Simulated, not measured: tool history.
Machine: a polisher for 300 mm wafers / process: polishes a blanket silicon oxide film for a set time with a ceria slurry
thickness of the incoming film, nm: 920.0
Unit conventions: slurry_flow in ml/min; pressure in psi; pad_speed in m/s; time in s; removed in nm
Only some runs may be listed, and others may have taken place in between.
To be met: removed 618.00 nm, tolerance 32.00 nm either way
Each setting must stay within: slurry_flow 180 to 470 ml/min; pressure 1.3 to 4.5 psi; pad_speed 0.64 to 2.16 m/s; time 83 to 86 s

{"run": 1, "hour": 0.0, "slurry_flow": 300, "pressure": 2.9, "pad_speed": 1.4, "time": 83, "removed": 412.72}
{"run": 2, "hour": 4.8, "slurry_flow": 300, "pressure": 3.1, "pad_speed": 1.4, "time": 83, "removed": 449.01}
{"run": 3, "hour": 12.8, "slurry_flow": 300, "pressure": 3.2, "pad_speed": 1.4, "time": 83, "removed": 452.82}
{"run": 4, "hour": 14.6, "slurry_flow": 300, "pressure": 3.2, "pad_speed": 1.4, "time": 86, "removed": 468.15}
{"run": 5, "hour": 15.2, "slurry_flow": 300, "pressure": 2.7, "pad_speed": 1.4, "time": 86, "removed": 404.7}
{"run": 6, "hour": 22.0, "slurry_flow": 300, "pressure": 2.7, "pad_speed": 1.66, "time": 86, "removed": 456.25}
{"run": 7, "hour": 28.9, "slurry_flow": 300, "pressure": 2.7, "pad_speed": 1.66, "time": 86, "removed": 474.35}
{"run": 8, "hour": 35.4, "slurry_flow": 300, "pressure": 2.8, "pad_speed": 1.66, "time": 86, "removed": 494.98}
{"run": 9, "hour": 43.2, "slurry_flow": 300, "pressure": 2.9, "pad_speed": 1.66, "time": 86, "removed": 503.54}
{"run": 10, "hour": 45.9, "slurry_flow": 300, "pressure": 3.0, "pad_speed": 1.66, "time": 86, "removed": 515.28}
{"run": 11, "hour": 49.8, "slurry_flow": 300, "pressure": 3.1, "pad_speed": 1.66, "time": 86, "removed": 530.47}
{"run": 12, "hour": 58.1, "slurry_flow": 300, "pressure": 3.2, "pad_speed": 1.66, "time": 86, "removed": 554.69}
{"run": 13, "hour": 63.8, "slurry_flow": 300, "pressure": 3.3, "pad_speed": 1.66, "time": 86, "removed": 583.95}

Exercise: of the 4 proposed moves below, exactly one satisfies all targets within the stated allowed misses. Which move is it?
{"run": "A", "hour": 69.5, "slurry_flow": 305, "pressure": 3.4, "pad_speed": 1.56, "time": 83, "removed": "?"}
{"run": "B", "hour": 69.5, "slurry_flow": 280, "pressure": 3.3, "pad_speed": 1.78, "time": 86, "removed": "?"}
{"run": "C", "hour": 69.5, "slurry_flow": 345, "pressure": 3.3, "pad_speed": 1.54, "time": 86, "removed": "?"}
{"run": "D", "hour": 69.5, "slurry_flow": 300, "pressure": 3.4, "pad_speed": 1.64, "time": 84, "removed": "?"}

move=A removed=541.80
move=B removed=613.61
move=C removed=544.01
move=D removed=574.19
A: the biggest miss grows against the last run
B: in spec on every target
C: the biggest miss grows against the last run
D: the biggest miss grows against the last run
Correct choice: B, which meets every target

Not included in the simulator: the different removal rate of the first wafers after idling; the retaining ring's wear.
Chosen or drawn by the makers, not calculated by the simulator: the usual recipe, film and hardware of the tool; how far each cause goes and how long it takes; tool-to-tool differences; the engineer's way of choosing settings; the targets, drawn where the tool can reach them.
